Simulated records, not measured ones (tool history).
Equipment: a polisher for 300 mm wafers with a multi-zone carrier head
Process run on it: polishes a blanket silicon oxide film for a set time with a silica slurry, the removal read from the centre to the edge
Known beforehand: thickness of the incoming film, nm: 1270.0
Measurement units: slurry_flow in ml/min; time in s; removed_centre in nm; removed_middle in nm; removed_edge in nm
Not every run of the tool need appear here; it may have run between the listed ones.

run 1 hour=0.0 | slurry_flow=230 centre_zone=1.00 middle_zone=1.00 edge_zone=1.00 slurry_solids=1.00 time=36 | removed_centre=120.310 removed_middle=120.590 removed_edge=120.950
run 2 hour=3.5 | slurry_flow=230 centre_zone=1.00 middle_zone=0.93 edge_zone=1.00 slurry_solids=1.00 time=36 | removed_centre=121.810 removed_middle=115.760 removed_edge=118.920
run 3 hour=8.1 | slurry_flow=225 centre_zone=0.98 middle_zone=0.93 edge_zone=0.97 slurry_solids=0.95 time=34 | removed_centre=109.630 removed_middle=107.370 removed_edge=110.420
run 4 hour=15.9 | slurry_flow=225 centre_zone=0.98 middle_zone=0.93 edge_zone=0.97 slurry_solids=0.95 time=37 | removed_centre=116.450 removed_middle=115.490 removed_edge=120.470
run 5 hour=24.0 | slurry_flow=225 centre_zone=0.98 middle_zone=0.93 edge_zone=1.05 slurry_solids=0.95 time=37 | removed_centre=119.170 removed_middle=113.500 removed_edge=123.720
run 6 hour=27.0 | slurry_flow=225 centre_zone=0.98 middle_zone=0.93 edge_zone=1.12 slurry_solids=0.95 time=37 | removed_centre=116.920 removed_middle=116.180 removed_edge=126.230
run 7 hour=30.4 | slurry_flow=230 centre_zone=0.97 middle_zone=0.95 edge_zone=1.09 slurry_solids=0.90 time=34 | removed_centre=104.210 removed_middle=104.820 removed_edge=112.660
run 8 hour=38.1 | slurry_flow=230 centre_zone=0.97 middle_zone=0.95 edge_zone=1.09 slurry_solids=0.90 time=34 | removed_centre=104.410 removed_middle=104.200 removed_edge=109.740
run 9 hour=42.6 | slurry_flow=240 centre_zone=0.95 middle_zone=0.96 edge_zone=1.08 slurry_solids=0.85 time=32 | removed_centre=93.625 removed_middle=95.165 removed_edge=103.480
run 10 hour=46.2 | slurry_flow=230 centre_zone=0.95 middle_zone=0.99 edge_zone=1.05 slurry_solids=0.80 time=30 | removed_centre=83.694 removed_middle=87.175 removed_edge=87.669
run 11 hour=51.9 | slurry_flow=220 centre_zone=0.94 middle_zone=0.99 edge_zone=1.04 slurry_solids=0.75 time=30 | removed_centre=77.301 removed_middle=82.276 removed_edge=83.853

Forecast run 12:
run 12 hour=59.1 | slurry_flow=210 centre_zone=0.94 middle_zone=0.99 edge_zone=1.02 slurry_solids=0.70 time=30 | removed_centre=? removed_middle=? removed_edge=?

removed_centre: 74.069 nm
removed_middle: 78.105 nm
removed_edge: 80.103 nm
